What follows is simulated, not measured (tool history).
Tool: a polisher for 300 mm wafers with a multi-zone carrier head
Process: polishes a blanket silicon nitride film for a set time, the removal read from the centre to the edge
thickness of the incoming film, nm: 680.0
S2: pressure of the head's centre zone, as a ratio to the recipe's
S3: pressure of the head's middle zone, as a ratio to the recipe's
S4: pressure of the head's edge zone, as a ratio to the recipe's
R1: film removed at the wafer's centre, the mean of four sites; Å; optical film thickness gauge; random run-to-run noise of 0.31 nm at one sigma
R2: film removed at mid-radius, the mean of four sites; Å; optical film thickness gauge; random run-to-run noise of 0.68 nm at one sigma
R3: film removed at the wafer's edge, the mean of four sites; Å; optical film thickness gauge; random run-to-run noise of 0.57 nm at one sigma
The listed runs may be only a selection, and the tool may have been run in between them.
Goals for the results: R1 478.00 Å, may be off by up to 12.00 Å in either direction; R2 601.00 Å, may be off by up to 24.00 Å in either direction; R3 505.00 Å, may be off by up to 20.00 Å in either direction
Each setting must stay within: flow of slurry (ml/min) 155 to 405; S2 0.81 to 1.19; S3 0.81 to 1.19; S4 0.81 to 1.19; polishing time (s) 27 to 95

{"run": 1, "day": 0.0, "flow of slurry (ml/min)": 260, "S2": 1.0, "S3": 1.0, "S4": 1.0, "polishing time (s)": 61, "R1": 1022.3, "R2": 1020.6, "R3": 950.04}
{"run": 2, "day": 0.075, "flow of slurry (ml/min)": 260, "S2": 1.0, "S3": 0.95, "S4": 1.0, "polishing time (s)": 61, "R1": 1024.6, "R2": 987.73, "R3": 932.9}
{"run": 3, "day": 0.142, "flow of slurry (ml/min)": 245, "S2": 0.93, "S3": 0.97, "S4": 0.95, "polishing time (s)": 50, "R1": 774.76, "R2": 825.83, "R3": 776.16}
{"run": 4, "day": 0.254, "flow of slurry (ml/min)": 245, "S2": 0.93, "S3": 0.9, "S4": 0.95, "polishing time (s)": 50, "R1": 763.17, "R2": 758.11, "R3": 750.39}
{"run": 5, "day": 0.408, "flow of slurry (ml/min)": 245, "S2": 0.93, "S3": 0.9, "S4": 1.03, "polishing time (s)": 50, "R1": 769.37, "R2": 774.0, "R3": 800.57}
{"run": 6, "day": 0.642, "flow of slurry (ml/min)": 250, "S2": 0.9, "S3": 0.95, "S4": 0.96, "polishing time (s)": 42, "R1": 631.73, "R2": 676.74, "R3": 644.35}
{"day": 0.967, "done": "edge zone pressure recalibrated"}
{"run": 7, "day": 0.967, "flow of slurry (ml/min)": 260, "S2": 0.87, "S3": 0.98, "S4": 0.93, "polishing time (s)": 39, "R1": 569.3, "R2": 655.17, "R3": 620.54}
{"run": 8, "day": 1.267, "flow of slurry (ml/min)": 255, "S2": 0.87, "S3": 1.01, "S4": 0.89, "polishing time (s)": 36, "R1": 522.91, "R2": 603.94, "R3": 559.8}

Of the 4 settings listed for the next run, only one would bring every result within its allowed miss of target. Which one?
{"run": "A", "day": 1.567, "flow of slurry (ml/min)": 235, "S2": 0.91, "S3": 1.07, "S4": 1.01, "polishing time (s)": 34, "R1": "?", "R2": "?", "R3": "?"}
{"run": "B", "day": 1.567, "flow of slurry (ml/min)": 280, "S2": 0.94, "S3": 1.19, "S4": 0.81, "polishing time (s)": 30, "R1": "?", "R2": "?", "R3": "?"}
{"run": "C", "day": 1.567, "flow of slurry (ml/min)": 260, "S2": 0.87, "S3": 1.09, "S4": 0.86, "polishing time (s)": 33, "R1": "?", "R2": "?", "R3": "?"}
{"run": "D", "day": 1.567, "flow of slurry (ml/min)": 260, "S2": 0.88, "S3": 0.98, "S4": 0.9, "polishing time (s)": 36, "R1": "?", "R2": "?", "R3": "?"}

move=A R1=508.23 R2=593.08 R3=560.16
move=B R1=475.13 R2=585.43 R3=457.32
move=C R1=478.56 R2=592.69 R3=512.59
move=D R1=527.70 R2=591.46 R3=570.64
A: closes in on the targets versus the last run, not all within tolerance yet
B: brings the result that was furthest off to its target, and leaves another outside
C: all results land within tolerance of their targets
D: the biggest miss grows against the last run
Move C is the one to make.
